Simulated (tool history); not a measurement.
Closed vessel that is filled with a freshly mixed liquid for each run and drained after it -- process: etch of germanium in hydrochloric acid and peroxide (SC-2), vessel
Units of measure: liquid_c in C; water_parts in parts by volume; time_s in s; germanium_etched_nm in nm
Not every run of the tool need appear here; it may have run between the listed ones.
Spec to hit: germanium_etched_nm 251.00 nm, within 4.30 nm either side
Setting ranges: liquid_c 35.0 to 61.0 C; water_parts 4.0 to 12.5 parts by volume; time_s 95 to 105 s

Run 1, hour 0.0: liquid_c 45.0 C, water_parts 7.0 parts by volume, time_s 95 s. Result: germanium_etched_nm 213.98 nm.
Run 2, hour 9.0: liquid_c 46.5 C, water_parts 7.0 parts by volume, time_s 95 s. Result: germanium_etched_nm 224.81 nm.
Run 3, hour 17.7: liquid_c 52.5 C, water_parts 7.0 parts by volume, time_s 95 s. Result: germanium_etched_nm 270.59 nm.
Run 4, hour 21.4: liquid_c 52.5 C, water_parts 8.5 parts by volume, time_s 95 s. Result: germanium_etched_nm 267.58 nm.
Run 5, hour 23.2: liquid_c 52.5 C, water_parts 10.5 parts by volume, time_s 95 s. Result: germanium_etched_nm 264.01 nm.
Run 6, hour 32.4: liquid_c 52.5 C, water_parts 9.5 parts by volume, time_s 95 s. Result: germanium_etched_nm 266.59 nm.
Run 7, hour 39.8: liquid_c 52.0 C, water_parts 9.5 parts by volume, time_s 95 s. Result: germanium_etched_nm 260.97 nm.
Run 8, hour 48.8: liquid_c 51.5 C, water_parts 9.5 parts by volume, time_s 95 s. Result: germanium_etched_nm 257.34 nm.

Exactly one of the 4 candidate moves below puts every result within its allowed miss. Which one?
Run A, hour 57.8: liquid_c 52.5 C, water_parts 9.5 parts by volume, time_s 95 s. Result: germanium_etched_nm ?.
Run B, hour 57.8: liquid_c 49.0 C, water_parts 9.5 parts by volume, time_s 100 s. Result: germanium_etched_nm ?.
Run C, hour 57.8: liquid_c 53.0 C, water_parts 12.5 parts by volume, time_s 95 s. Result: germanium_etched_nm ?.
Run D, hour 57.8: liquid_c 50.5 C, water_parts 10.0 parts by volume, time_s 100 s. Result: germanium_etched_nm ?.

move  germanium_etched_nm
   A               266.47
   B               251.33
   C               262.57
   D               262.29
A: further off than the last run
B: every result lands within tolerance
C: further off than the last run
D: further off than the last run
B is the move that brings every result within its allowed miss.
